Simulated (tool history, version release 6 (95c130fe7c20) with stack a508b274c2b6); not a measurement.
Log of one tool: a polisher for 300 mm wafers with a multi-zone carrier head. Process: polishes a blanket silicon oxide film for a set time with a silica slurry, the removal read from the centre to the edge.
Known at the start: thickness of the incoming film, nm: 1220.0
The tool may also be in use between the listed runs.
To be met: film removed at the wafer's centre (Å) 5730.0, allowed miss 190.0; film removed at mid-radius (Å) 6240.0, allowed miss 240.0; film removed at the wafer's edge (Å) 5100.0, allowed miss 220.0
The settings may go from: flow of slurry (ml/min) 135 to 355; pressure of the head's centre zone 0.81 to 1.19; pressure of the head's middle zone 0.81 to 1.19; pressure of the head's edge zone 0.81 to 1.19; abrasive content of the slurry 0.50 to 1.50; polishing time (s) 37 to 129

| run | hour | flow of slurry (ml/min) | pressure of the head's centre zone | pressure of the head's middle zone | pressure of the head's edge zone | abrasive content of the slurry | polishing time (s) | film removed at the wafer's centre (Å) | film removed at mid-radius (Å) | film removed at the wafer's edge (Å) |
|---|---|---|---|---|---|---|---|---|---|---|
| 1 | 0.0 | 225 | 1.00 | 1.00 | 1.00 | 1.00 | 83 | 3878.5 | 4002.1 | 4049.5 |
| 2 | 8.3 | 235 | 1.02 | 1.04 | 0.99 | 1.10 | 83 | 4160.1 | 4341.3 | 4315.0 |
| 3 | 14.9 | 245 | 1.04 | 1.07 | 0.95 | 1.15 | 84 | 4348.9 | 4559.2 | 4377.0 |
| 4 | 19.2 | 255 | 1.06 | 1.10 | 0.92 | 1.20 | 85 | 4533.2 | 4824.0 | 4475.6 |
| 5 | 24.7 | 265 | 1.08 | 1.12 | 0.90 | 1.25 | 86 | 4754.6 | 5177.7 | 4503.1 |
| 6 | 30.7 | 265 | 1.08 | 1.12 | 0.90 | 1.15 | 86 | 4599.7 | 4948.1 | 4505.6 |
| 7 | 32.0 | 275 | 1.09 | 1.14 | 0.91 | 1.25 | 86 | 4779.8 | 5265.4 | 4539.9 |
| 8 | 35.2 | 275 | 1.10 | 1.14 | 0.91 | 1.30 | 87 | 4942.7 | 5417.1 | 4709.7 |
| 9 | 40.4 | 315 | 1.16 | 1.19 | 0.87 | 1.50 | 88 | 5646.3 | 5963.1 | 4957.5 |
|  | 47.0 | edge zone pressure recalibrated |
| 10 | 47.0 | 315 | 1.15 | 1.19 | 0.86 | 1.50 | 89 | 5622.6 | 6140.9 | 4729.0 |
| 11 | 53.1 | 315 | 1.15 | 1.19 | 0.87 | 1.50 | 89 | 5614.4 | 6107.1 | 4714.5 |
| 12 | 56.0 | 315 | 1.15 | 1.19 | 0.87 | 1.50 | 89 | 5621.4 | 6080.0 | 4805.3 |
| 13 | 64.3 | 315 | 1.15 | 1.19 | 0.88 | 1.50 | 89 | 5733.0 | 6032.0 | 4720.1 |
| 14 | 67.4 | 305 | 1.15 | 1.18 | 0.87 | 1.50 | 90 | 5692.7 | 6101.2 | 4799.5 |

5 next moves are on the table. One of them brings every result within its allowed miss. Which?
| A | 70.5 | 330 | 1.04 | 1.17 | 1.05 | 1.20 | 106 | ? | ? | ? |
| B | 70.5 | 275 | 1.04 | 1.12 | 0.96 | 1.30 | 104 | ? | ? | ? |
| C | 70.5 | 350 | 1.17 | 1.14 | 0.94 | 1.45 | 88 | ? | ? | ? |
| D | 70.5 | 255 | 1.19 | 1.16 | 0.84 | 1.50 | 88 | ? | ? | ? |
| E | 70.5 | 310 | 1.14 | 1.19 | 0.92 | 1.40 | 94 | ? | ? | ? |

| move | film removed at the wafer's centre (Å) | film removed at mid-radius (Å) | film removed at the wafer's edge (Å) |
|---|---|---|---|
| A | 5679.5 | 6546.0 | 5716.9 |
| B | 5666.4 | 6302.5 | 5504.9 |
| C | 5562.6 | 5744.3 | 4874.9 |
| D | 5554.6 | 5764.1 | 4614.7 |
| E | 5698.3 | 6230.8 | 5053.6 |
A: takes the result that was furthest off past its target
B: takes the result that was furthest off past its target
C: further off than the last run
D: further off than the last run
E: meets every target
The right move is E.
